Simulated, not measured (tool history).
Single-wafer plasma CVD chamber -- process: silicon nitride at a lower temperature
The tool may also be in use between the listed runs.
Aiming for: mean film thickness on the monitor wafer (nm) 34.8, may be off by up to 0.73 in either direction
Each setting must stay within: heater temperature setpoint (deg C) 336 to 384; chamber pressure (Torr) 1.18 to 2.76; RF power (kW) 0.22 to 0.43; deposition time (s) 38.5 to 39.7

run	hour	heater temperature setpoint (deg C)	chamber pressure (Torr)	RF power (kW)	deposition time (s)	mean film thickness on the monitor wafer (nm)
1	0	360	1.97	0.325	38.5	47.288
2	0.6	360	1.97	0.325	38.5	47.425
3	1.8	360	1.82	0.305	38.5	43.672
4	9.3	360	1.82	0.305	39.7	45.277
5	10.9	360	1.71	0.29	39.6	43.036
6	18.3	360	1.71	0.275	39.6	40.572
7	19.9	360	1.63	0.27	39.6	40.369
8	22	360	1.57	0.26	39.6	38.616
9	26.8	360	1.51	0.255	39.6	37.595
10	34.4	360	1.46	0.25	39.6	36.917
11	42.5	360	1.46	0.25	39.6	36.622
12	45.2	360	1.42	0.25	39.6	36.166
13	51.3	360	1.39	0.25	39.6	35.691

Next run, 5 choices. One meets every target within its allowed miss, the rest don't. Which?
A	57.4	361	1.22	0.265	39.3	?
B	57.4	348	1.25	0.265	39.7	?
C	57.4	365	1.25	0.255	39.7	?
D	57.4	358	1.46	0.245	38.5	?
E	57.4	365	1.57	0.26	38.5	?

move	mean film thickness on the monitor wafer (nm)
A	36.562
B	37.301
C	35.853
D	34.778
E	37.069
A: its largest miss is bigger than the last run's
B: its largest miss is bigger than the last run's
C: its largest miss is bigger than the last run's
D: meets every target
E: its largest miss is bigger than the last run's
So the answer is move D, the one that meets all the targets.
